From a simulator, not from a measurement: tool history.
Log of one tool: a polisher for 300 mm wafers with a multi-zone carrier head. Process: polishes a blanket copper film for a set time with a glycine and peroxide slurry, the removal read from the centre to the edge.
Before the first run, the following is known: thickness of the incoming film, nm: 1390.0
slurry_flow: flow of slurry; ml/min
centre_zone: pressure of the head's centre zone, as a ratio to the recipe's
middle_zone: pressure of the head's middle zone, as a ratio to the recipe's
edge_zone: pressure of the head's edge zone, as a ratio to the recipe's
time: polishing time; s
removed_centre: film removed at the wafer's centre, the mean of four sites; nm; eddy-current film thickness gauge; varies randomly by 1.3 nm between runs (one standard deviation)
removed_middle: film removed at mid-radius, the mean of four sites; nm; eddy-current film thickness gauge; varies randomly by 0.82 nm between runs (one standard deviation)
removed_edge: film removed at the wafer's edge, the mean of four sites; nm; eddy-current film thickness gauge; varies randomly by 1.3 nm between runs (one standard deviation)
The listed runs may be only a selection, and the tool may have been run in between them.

| run | hour | slurry_flow | centre_zone | middle_zone | edge_zone | time | removed_centre | removed_middle | removed_edge |
|---|---|---|---|---|---|---|---|---|---|
| 1 | 0.0 | 205 | 1.00 | 1.00 | 1.00 | 45 | 203.66 | 199.73 | 200.64 |
| 2 | 5.6 | 200 | 0.99 | 0.98 | 0.99 | 43 | 186.21 | 187.10 | 194.33 |
| 3 | 12.5 | 200 | 1.00 | 0.97 | 0.98 | 40 | 176.77 | 171.27 | 180.14 |
| 4 | 16.4 | 200 | 1.00 | 0.96 | 0.97 | 38 | 165.43 | 161.31 | 168.04 |
| 5 | 24.6 | 180 | 1.00 | 0.96 | 0.97 | 38 | 162.21 | 160.77 | 163.88 |
| 6 | 27.5 | 180 | 1.00 | 0.96 | 0.94 | 38 | 164.35 | 158.12 | 163.53 |
| 7 | 31.5 | 175 | 0.99 | 0.94 | 0.93 | 37 | 161.19 | 151.55 | 158.86 |
| 8 | 39.0 | 170 | 0.98 | 0.93 | 0.93 | 36 | 154.05 | 143.15 | 154.38 |
| 9 | 48.0 | 165 | 0.97 | 0.93 | 0.92 | 35 | 147.55 | 140.11 | 145.89 |

Run 10 has not been measured yet. What should we expect?
| 10 | 54.0 | 165 | 0.95 | 0.92 | 0.92 | 34 | ? | ? | ? |

removed_centre: 140.00 nm
removed_middle: 133.85 nm
removed_edge: 143.02 nm
